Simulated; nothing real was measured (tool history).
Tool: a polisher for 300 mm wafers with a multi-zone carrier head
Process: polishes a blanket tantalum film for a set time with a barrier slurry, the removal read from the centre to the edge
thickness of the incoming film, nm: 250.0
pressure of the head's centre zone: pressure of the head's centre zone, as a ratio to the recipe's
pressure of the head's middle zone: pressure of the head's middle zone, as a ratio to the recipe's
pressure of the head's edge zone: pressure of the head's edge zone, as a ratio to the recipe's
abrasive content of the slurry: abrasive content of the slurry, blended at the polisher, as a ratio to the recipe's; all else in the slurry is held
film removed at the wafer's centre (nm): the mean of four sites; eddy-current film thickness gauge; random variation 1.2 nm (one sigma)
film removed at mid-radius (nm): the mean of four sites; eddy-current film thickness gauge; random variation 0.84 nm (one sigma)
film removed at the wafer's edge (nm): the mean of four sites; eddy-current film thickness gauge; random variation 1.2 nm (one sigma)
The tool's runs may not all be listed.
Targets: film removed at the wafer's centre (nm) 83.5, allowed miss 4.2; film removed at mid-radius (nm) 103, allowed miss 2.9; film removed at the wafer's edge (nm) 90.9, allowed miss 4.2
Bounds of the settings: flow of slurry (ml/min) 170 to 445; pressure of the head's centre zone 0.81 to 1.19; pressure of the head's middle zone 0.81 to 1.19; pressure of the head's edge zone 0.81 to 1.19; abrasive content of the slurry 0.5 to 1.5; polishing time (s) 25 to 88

run	day	flow of slurry (ml/min)	pressure of the head's centre zone	pressure of the head's middle zone	pressure of the head's edge zone	abrasive content of the slurry	polishing time (s)	film removed at the wafer's centre (nm)	film removed at mid-radius (nm)	film removed at the wafer's edge (nm)
1	0	285	1	1	1	1	56	66.174	67.505	64.9
2	0.088	285	1	1	0.96	1	56	68.909	67.874	66.384
3	0.208	285	0.97	1.03	0.96	1.1	58	69.18	74.363	68.685
4	0.288	285	0.97	0.95	0.96	1.1	58	71.059	68.96	68.888
5	0.471	285	0.97	0.87	0.96	1.1	58	71.106	62.669	70.745
6	0.746	285	0.97	0.87	0.96	1.2	58	70.64	65.269	70.642
7	0.967	285	0.96	0.9	0.98	1.3	61	75.248	71.744	78.797
8	1.283	290	0.97	0.96	0.99	1.35	62	77.02	78.283	79.715
9	1.554	290	0.97	1	1	1.4	63	82.33	82.509	81.384

Which of these 4 next moves meets every target?
A	1.825	250	0.9	1.13	0.99	1.25	74	?	?	?
B	1.825	350	1.01	0.88	0.95	1.3	60	?	?	?
C	1.825	315	1.14	1.17	0.85	1.45	60	?	?	?
D	1.825	300	1.07	0.85	0.94	1.25	63	?	?	?

move	film removed at the wafer's centre (nm)	film removed at mid-radius (nm)	film removed at the wafer's edge (nm)
A	85.932	104.63	93.93
B	80.602	70.682	76.756
C	92.727	91.415	73.998
D	88.01	70.832	78.982
A: meets every target
B: further off than the last run
C: nearer than the last run, and not there yet
D: further off than the last run
The right move is A.

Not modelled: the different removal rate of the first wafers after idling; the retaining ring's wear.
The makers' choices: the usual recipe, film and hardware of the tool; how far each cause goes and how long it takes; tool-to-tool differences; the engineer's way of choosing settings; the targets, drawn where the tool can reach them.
